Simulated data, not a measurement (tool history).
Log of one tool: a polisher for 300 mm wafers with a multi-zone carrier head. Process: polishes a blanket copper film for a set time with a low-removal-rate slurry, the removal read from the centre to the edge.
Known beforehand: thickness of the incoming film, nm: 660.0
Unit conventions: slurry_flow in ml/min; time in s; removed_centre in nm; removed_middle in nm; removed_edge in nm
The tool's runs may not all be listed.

run 1 day=0.000 | slurry_flow=195 centre_zone=1.00 middle_zone=1.00 edge_zone=1.00 slurry_solids=1.0 time=56 | removed_centre=265.41 removed_middle=262.70 removed_edge=265.07
run 2 day=0.233 | slurry_flow=195 centre_zone=1.00 middle_zone=1.00 edge_zone=0.92 slurry_solids=1.0 time=56 | removed_centre=266.97 removed_middle=265.83 removed_edge=255.95
run 3 day=0.383 | slurry_flow=195 centre_zone=1.00 middle_zone=1.03 edge_zone=0.92 slurry_solids=1.0 time=56 | removed_centre=263.54 removed_middle=265.90 removed_edge=256.70
run 4 day=0.696 | slurry_flow=215 centre_zone=1.00 middle_zone=1.03 edge_zone=0.92 slurry_solids=1.0 time=56 | removed_centre=270.02 removed_middle=273.85 removed_edge=262.96
run 5 day=1.000 | slurry_flow=215 centre_zone=1.00 middle_zone=1.10 edge_zone=0.92 slurry_solids=1.0 time=56 | removed_centre=268.87 removed_middle=293.13 removed_edge=264.92
run 6 day=1.317 | slurry_flow=215 centre_zone=1.00 middle_zone=1.10 edge_zone=0.92 slurry_solids=1.0 time=44 | removed_centre=210.47 removed_middle=226.29 removed_edge=207.40
run 7 day=1.512 | slurry_flow=205 centre_zone=1.01 middle_zone=1.10 edge_zone=0.90 slurry_solids=1.0 time=44 | removed_centre=210.92 removed_middle=226.69 removed_edge=209.04

What will run 8 give?
run 8 day=1.792 | slurry_flow=210 centre_zone=1.02 middle_zone=1.10 edge_zone=0.89 slurry_solids=0.9 time=44 | removed_centre=? removed_middle=? removed_edge=?

Run 8 came out at removed_centre 206.76 nm, removed_middle 219.13 nm, removed_edge 198.86 nm.
